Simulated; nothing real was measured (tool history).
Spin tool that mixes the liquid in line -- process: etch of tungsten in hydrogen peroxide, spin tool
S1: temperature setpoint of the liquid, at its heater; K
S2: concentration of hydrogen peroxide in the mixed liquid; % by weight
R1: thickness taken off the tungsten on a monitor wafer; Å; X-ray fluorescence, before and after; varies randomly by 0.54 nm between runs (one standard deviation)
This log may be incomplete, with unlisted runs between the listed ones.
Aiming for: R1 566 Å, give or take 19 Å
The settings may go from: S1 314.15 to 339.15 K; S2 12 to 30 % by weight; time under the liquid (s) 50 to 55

Run 1, hour 0: S1 330.15 K, S2 21 % by weight, time under the liquid (s) 50. Result: R1 778.3 Å.
Run 2, hour 4.6: S1 329.15 K, S2 21 % by weight, time under the liquid (s) 50. Result: R1 714.82 Å.
Run 3, hour 9.6: S1 333.65 K, S2 21 % by weight, time under the liquid (s) 50. Result: R1 924.3 Å.
Run 4, hour 13.7: S1 332.15 K, S2 21 % by weight, time under the liquid (s) 50. Result: R1 842.27 Å.
Run 5, hour 21.5: S1 339.15 K, S2 21 % by weight, time under the liquid (s) 50. Result: R1 1288.4 Å.
Run 6, hour 22.5: S1 337.15 K, S2 21 % by weight, time under the liquid (s) 50. Result: R1 1137.1 Å.
Run 7, hour 26.5: S1 335.15 K, S2 21 % by weight, time under the liquid (s) 50. Result: R1 1011.7 Å.
Run 8, hour 28.2: S1 333.65 K, S2 21 % by weight, time under the liquid (s) 50. Result: R1 930 Å.
Run 9, hour 34.4: S1 332.15 K, S2 21 % by weight, time under the liquid (s) 50. Result: R1 865.76 Å.
Run 10, hour 35.5: S1 331.15 K, S2 21 % by weight, time under the liquid (s) 50. Result: R1 812.75 Å.
Run 11, hour 38.1: S1 330.15 K, S2 21 % by weight, time under the liquid (s) 50. Result: R1 770.92 Å.
Run 12, hour 44.2: S1 323.65 K, S2 21 % by weight, time under the liquid (s) 50. Result: R1 522.93 Å.

Of the 5 settings listed for the next run, only one would bring every result within its allowed miss of target. Which one?
Run A, hour 50.3: S1 320.65 K, S2 22.5 % by weight, time under the liquid (s) 50. Result: R1 ?.
Run B, hour 50.3: S1 323.15 K, S2 26.5 % by weight, time under the liquid (s) 50. Result: R1 ?.
Run C, hour 50.3: S1 321.15 K, S2 19 % by weight, time under the liquid (s) 55. Result: R1 ?.
Run D, hour 50.3: S1 324.15 K, S2 22 % by weight, time under the liquid (s) 55. Result: R1 ?.
Run E, hour 50.3: S1 318.15 K, S2 27.5 % by weight, time under the liquid (s) 55. Result: R1 ?.

move      R1
   A  443.73
   B  561.73
   C  462.65
   D  598.37
   E  461.49
A: moves away from the targets compared with the last run
B: each result inside its tolerance
C: moves away from the targets compared with the last run
D: takes the result that was furthest off past its target
E: moves away from the targets compared with the last run
So the answer is move B, the one that meets all the targets.
